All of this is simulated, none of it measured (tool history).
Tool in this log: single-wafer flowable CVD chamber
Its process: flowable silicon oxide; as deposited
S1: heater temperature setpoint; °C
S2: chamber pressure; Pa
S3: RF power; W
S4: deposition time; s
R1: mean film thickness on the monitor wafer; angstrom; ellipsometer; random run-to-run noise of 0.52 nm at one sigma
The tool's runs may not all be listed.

run,day,S1,S2,S3,S4,R1
1,0,95,109.1,2530,443,2993.4
2,0.092,99,108.9,2530,443,2608.7
3,0.179,99,108.9,2690,443,2621.4
4,0.25,92,108.9,2690,443,3353.4
5,0.596,92,108.9,2690,421,3176.7
6,0.775,86,108.9,2690,421,3875.2

Run 7 has not been measured yet. What should we expect?
7,0.883,93,108.7,2690,421,?

Logged for run 7: R1 3062.6 angstrom.

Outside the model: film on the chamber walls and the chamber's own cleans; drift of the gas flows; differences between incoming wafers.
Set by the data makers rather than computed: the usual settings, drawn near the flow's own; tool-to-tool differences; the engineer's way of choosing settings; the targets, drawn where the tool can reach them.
